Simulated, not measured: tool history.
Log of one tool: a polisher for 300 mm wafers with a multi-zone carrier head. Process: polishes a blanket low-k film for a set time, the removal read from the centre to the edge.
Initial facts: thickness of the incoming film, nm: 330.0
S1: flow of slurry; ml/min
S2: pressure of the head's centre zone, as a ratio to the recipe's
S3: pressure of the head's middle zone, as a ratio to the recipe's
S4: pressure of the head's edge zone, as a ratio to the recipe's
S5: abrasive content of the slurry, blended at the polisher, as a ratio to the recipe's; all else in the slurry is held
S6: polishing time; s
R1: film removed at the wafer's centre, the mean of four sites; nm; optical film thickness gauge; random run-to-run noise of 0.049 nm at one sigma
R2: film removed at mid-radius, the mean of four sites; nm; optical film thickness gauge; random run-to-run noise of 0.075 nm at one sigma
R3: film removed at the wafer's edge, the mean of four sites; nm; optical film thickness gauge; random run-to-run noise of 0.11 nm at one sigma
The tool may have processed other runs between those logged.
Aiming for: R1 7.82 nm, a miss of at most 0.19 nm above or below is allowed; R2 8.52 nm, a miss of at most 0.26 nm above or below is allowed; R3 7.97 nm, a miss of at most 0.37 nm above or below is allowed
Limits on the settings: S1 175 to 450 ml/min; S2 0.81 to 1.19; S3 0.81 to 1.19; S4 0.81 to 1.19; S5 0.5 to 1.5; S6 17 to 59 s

{"run": 1, "day": 0.0, "S1": 290, "S2": 1, "S3": 1, "S4": 1, "S5": 1, "S6": 38, "R1": 8.743, "R2": 8.7604, "R3": 8.9628}
{"run": 2, "day": 0.117, "S1": 290, "S2": 1, "S3": 1, "S4": 1.07, "S5": 1, "S6": 38, "R1": 8.6681, "R2": 9.0411, "R3": 9.153}
{"run": 3, "day": 0.375, "S1": 290, "S2": 0.99, "S3": 1.02, "S4": 1.04, "S5": 0.95, "S6": 38, "R1": 8.2856, "R2": 8.7484, "R3": 8.8062}
{"run": 4, "day": 0.546, "S1": 290, "S2": 0.99, "S3": 1.02, "S4": 1.04, "S5": 1.05, "S6": 38, "R1": 8.8606, "R2": 9.2028, "R3": 9.3189}
{"run": 5, "day": 0.679, "S1": 290, "S2": 0.99, "S3": 1.02, "S4": 0.96, "S5": 1.05, "S6": 38, "R1": 8.8446, "R2": 9.308, "R3": 8.8321}
{"run": 6, "day": 0.842, "S1": 220, "S2": 0.99, "S3": 1.02, "S4": 0.96, "S5": 1.05, "S6": 38, "R1": 8.5123, "R2": 8.9698, "R3": 8.7391}
{"run": 7, "day": 0.871, "S1": 220, "S2": 0.98, "S3": 1.02, "S4": 0.94, "S5": 1.05, "S6": 38, "R1": 8.5012, "R2": 9.0834, "R3": 8.6998}
{"run": 8, "day": 1.225, "S1": 220, "S2": 0.97, "S3": 1.01, "S4": 0.92, "S5": 1.05, "S6": 38, "R1": 8.4612, "R2": 8.89, "R3": 8.7472}
{"run": 9, "day": 1.433, "S1": 220, "S2": 0.97, "S3": 1.02, "S4": 0.91, "S5": 1.05, "S6": 38, "R1": 8.3547, "R2": 8.9989, "R3": 8.5104}
{"run": 10, "day": 1.779, "S1": 220, "S2": 0.96, "S3": 1.02, "S4": 0.9, "S5": 1.05, "S6": 38, "R1": 8.3371, "R2": 8.9745, "R3": 8.182}
{"run": 11, "day": 1.917, "S1": 215, "S2": 0.95, "S3": 1.01, "S4": 0.9, "S5": 1.05, "S6": 38, "R1": 8.1963, "R2": 9.0796, "R3": 8.4131}
{"run": 12, "day": 2.079, "S1": 215, "S2": 0.95, "S3": 1, "S4": 0.89, "S5": 1.05, "S6": 38, "R1": 8.1562, "R2": 8.8114, "R3": 8.3766}
{"run": 13, "day": 2.275, "S1": 215, "S2": 0.95, "S3": 1, "S4": 0.88, "S5": 1.05, "S6": 38, "R1": 8.1222, "R2": 8.8102, "R3": 8.5012}
{"run": 14, "day": 2.312, "S1": 215, "S2": 0.95, "S3": 1, "S4": 0.87, "S5": 1.05, "S6": 38, "R1": 8.1626, "R2": 8.7156, "R3": 8.3294}
{"run": 15, "day": 2.642, "S1": 215, "S2": 0.95, "S3": 1, "S4": 0.86, "S5": 1.05, "S6": 38, "R1": 8.1561, "R2": 8.8974, "R3": 8.2521}
{"run": 16, "day": 2.812, "S1": 215, "S2": 0.95, "S3": 0.99, "S4": 0.85, "S5": 1.05, "S6": 38, "R1": 8.1571, "R2": 8.7508, "R3": 8.2608}
{"run": 17, "day": 3.154, "S1": 215, "S2": 0.95, "S3": 0.99, "S4": 0.84, "S5": 1.05, "S6": 38, "R1": 8.187, "R2": 8.9771, "R3": 8.1824}
{"run": 18, "day": 3.254, "S1": 210, "S2": 0.95, "S3": 0.98, "S4": 0.84, "S5": 1.05, "S6": 38, "R1": 8.2256, "R2": 8.7651, "R3": 8.08}
{"run": 19, "day": 3.279, "S1": 210, "S2": 0.94, "S3": 0.98, "S4": 0.84, "S5": 1.05, "S6": 38, "R1": 7.9323, "R2": 8.6183, "R3": 8.1794}
{"run": 20, "day": 3.404, "S1": 210, "S2": 0.94, "S3": 0.98, "S4": 0.83, "S5": 1.05, "S6": 38, "R1": 7.9674, "R2": 8.7129, "R3": 7.9747}

Which one of the following 4 next-run settings gets every result inside its allowed miss? There is exactly one.
{"run": "A", "day": 3.529, "S1": 195, "S2": 0.95, "S3": 0.99, "S4": 0.85, "S5": 1, "S6": 38, "R1": "?", "R2": "?", "R3": "?"}
{"run": "B", "day": 3.529, "S1": 245, "S2": 1, "S3": 0.99, "S4": 0.81, "S5": 1, "S6": 37, "R1": "?", "R2": "?", "R3": "?"}
{"run": "C", "day": 3.529, "S1": 195, "S2": 0.91, "S3": 1.01, "S4": 0.84, "S5": 1, "S6": 40, "R1": "?", "R2": "?", "R3": "?"}
{"run": "D", "day": 3.529, "S1": 255, "S2": 0.91, "S3": 1.14, "S4": 0.81, "S5": 1.05, "S6": 35, "R1": "?", "R2": "?", "R3": "?"}

move=A R1=7.9531 R2=8.3774 R3=8.1045
move=B R1=8.3812 R2=8.3579 R3=7.8694
move=C R1=8.0172 R2=8.9283 R3=8.4846
move=D R1=7.434 R2=8.8955 R3=7.6487
A: all results land within tolerance of their targets
B: moves away from the targets compared with the last run
C: moves away from the targets compared with the last run
D: the result that was furthest off in the last run now lies on the other side of its target
The move that meets every target is A.
